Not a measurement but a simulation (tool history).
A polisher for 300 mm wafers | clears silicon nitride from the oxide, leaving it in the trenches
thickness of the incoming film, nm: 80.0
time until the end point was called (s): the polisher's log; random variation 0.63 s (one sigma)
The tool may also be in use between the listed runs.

run,hour,flow of slurry (ml/min),pressure of the wafer on the pad (psi),speed of the pad under the wafer (m/s),overpolish time after the end point (s),time until the end point was called (s)
1,0,150,2.3,1.24,5,86.487
2,8.8,155,2.4,1.24,5,81.199
3,15.6,160,2.5,1.24,5,78.859
4,22.8,160,2.6,1.24,5,75.862
5,26.1,160,2.6,1,5,90.551
6,34.2,160,2.6,0.74,5,117.35
7,38.1,165,2.8,0.78,5,102.69
8,44.9,165,2.9,0.8,5,97.517
9,51.8,165,3,0.82,5,92.322
10,57.2,170,3.1,0.84,5,86.993

The next listed run, before its measurement:
11,62.9,170,3.2,0.86,5,?

Run 11 gave time until the end point was called (s) 82.772.
